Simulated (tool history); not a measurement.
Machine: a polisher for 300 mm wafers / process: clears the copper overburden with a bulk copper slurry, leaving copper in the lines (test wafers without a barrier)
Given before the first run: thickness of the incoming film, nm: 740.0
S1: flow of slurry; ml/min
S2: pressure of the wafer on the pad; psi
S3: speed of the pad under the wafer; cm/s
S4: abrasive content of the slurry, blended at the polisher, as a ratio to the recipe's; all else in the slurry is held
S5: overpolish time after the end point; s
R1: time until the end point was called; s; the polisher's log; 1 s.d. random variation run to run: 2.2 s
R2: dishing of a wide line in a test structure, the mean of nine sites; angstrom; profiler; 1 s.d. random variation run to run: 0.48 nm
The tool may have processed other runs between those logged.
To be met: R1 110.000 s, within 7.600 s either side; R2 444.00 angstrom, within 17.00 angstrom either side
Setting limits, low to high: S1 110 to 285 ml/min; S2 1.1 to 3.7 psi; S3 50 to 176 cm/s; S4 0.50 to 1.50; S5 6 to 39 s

run,hour,S1,S2,S3,S4,S5,R1,R2
1,0.0,180,2.4,112,1.00,20,74.575,1076.00
2,2.4,180,2.0,110,1.00,16,89.712,841.99
3,6.2,180,1.5,110,1.00,16,113.570,673.71
4,11.0,160,1.5,110,1.00,16,116.530,668.31
5,11.7,160,1.5,82,1.00,16,148.740,547.25
6,15.5,165,1.4,86,1.15,13,143.500,478.86
7,24.5,180,1.5,86,1.25,11,127.240,449.49
# hour 27.5: worn pad replaced by a new one
8,27.5,185,1.5,86,1.30,11,114.410,487.30

Consider the 4 candidate settings below. Which is the only one whose results all fall within their allowed miss of target?
A,30.5,210,1.2,112,1.30,10,?,?
B,30.5,190,1.5,94,1.30,9,?,?
C,30.5,150,1.8,68,1.40,13,?,?
D,30.5,205,1.5,106,1.20,8,?,?

move,R1,R2
A,105.700,478.46
B,106.270,444.13
C,126.240,526.17
D,95.970,438.38
A: nearer the targets than the last run, but a result is still out of spec
B: meets every target
C: further off than the last run
D: brings the result that was furthest off to its target, and leaves another outside
Correct choice: B, which meets every target

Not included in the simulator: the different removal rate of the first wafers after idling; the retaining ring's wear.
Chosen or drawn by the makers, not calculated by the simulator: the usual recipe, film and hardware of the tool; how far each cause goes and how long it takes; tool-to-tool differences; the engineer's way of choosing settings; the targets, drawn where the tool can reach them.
